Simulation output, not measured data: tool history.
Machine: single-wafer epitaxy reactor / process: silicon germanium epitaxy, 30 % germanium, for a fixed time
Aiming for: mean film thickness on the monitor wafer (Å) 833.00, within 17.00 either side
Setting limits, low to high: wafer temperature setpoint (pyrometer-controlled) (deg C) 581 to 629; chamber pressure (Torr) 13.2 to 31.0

run	hour	wafer temperature setpoint (pyrometer-controlled) (deg C)	chamber pressure (Torr)	mean film thickness on the monitor wafer (Å)
1	0.0	605	22.1	690.37
2	2.7	610	22.1	734.35
3	7.3	606	22.1	700.13
4	15.9	609	22.2	734.77
5	20.4	611	22.3	766.99
6	24.8	611	18.9	702.41
7	31.3	614	19.0	734.82
8	38.8	616	19.1	751.54
9	40.7	618	19.2	782.07
10	49.2	619	19.2	801.77
11	57.0	620	19.2	809.73

Below are 4 possible settings for the next run. Only one of them brings all results inside the allowed miss of their targets. Which is it?
A	64.8	614	21.8	?
B	64.8	615	21.0	?
C	64.8	622	19.3	?
D	64.8	629	16.7	?

move	mean film thickness on the monitor wafer (Å)
A	794.81
B	791.74
C	843.66
D	866.62
A: the biggest miss grows against the last run
B: the biggest miss grows against the last run
C: in spec on every target
D: pushes the last run's worst result past its target
Go with C: it meets all targets.
